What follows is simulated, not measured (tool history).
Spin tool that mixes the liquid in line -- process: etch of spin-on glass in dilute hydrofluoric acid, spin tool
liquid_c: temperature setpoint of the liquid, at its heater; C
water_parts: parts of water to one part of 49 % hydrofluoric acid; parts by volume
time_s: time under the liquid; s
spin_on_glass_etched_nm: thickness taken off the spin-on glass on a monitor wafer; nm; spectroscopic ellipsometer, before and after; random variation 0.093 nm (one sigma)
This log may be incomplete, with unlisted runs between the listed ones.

run,hour,liquid_c,water_parts,time_s,spin_on_glass_etched_nm
1,0.0,24.0,280,290,32.404
2,5.4,24.0,280,290,32.320
3,7.8,24.0,280,310,34.800
4,10.9,24.0,240,310,42.442
5,14.7,22.5,265,310,35.258
6,17.5,19.5,265,310,32.038

Forecast run 7:
7,24.1,19.0,285,310,?

Run 7 came out at spin_on_glass_etched_nm 28.703 nm.
